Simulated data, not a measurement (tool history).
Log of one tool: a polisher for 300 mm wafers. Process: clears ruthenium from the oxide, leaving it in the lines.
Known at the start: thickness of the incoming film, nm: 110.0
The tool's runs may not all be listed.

| run | day | flow of slurry (ml/min) | pressure of the wafer on the pad (kPa) | speed of the pad under the wafer (m/s) | overpolish time after the end point (s) | time until the end point was called (s) |
|---|---|---|---|---|---|---|
| 1 | 0 | 205 | 9.7 | 0.88 | 29 | 157.45 |
| 2 | 0.079 | 205 | 9.7 | 0.96 | 29 | 145.94 |
| 3 | 0.262 | 205 | 9.7 | 0.96 | 29 | 145.69 |
| 4 | 0.421 | 235 | 9.7 | 0.96 | 29 | 140.46 |
| 5 | 0.771 | 235 | 8.3 | 0.96 | 29 | 166.54 |
| 6 | 0.942 | 235 | 8.3 | 0.96 | 31 | 163.32 |
| 7 | 1.079 | 235 | 7.6 | 0.94 | 31 | 181.32 |
| 8 | 1.346 | 235 | 6.9 | 0.94 | 31 | 196.92 |

Forecast run 9:
| 9 | 1.675 | 235 | 6.9 | 0.94 | 31 | ? |

time until the end point was called (s): 197.92
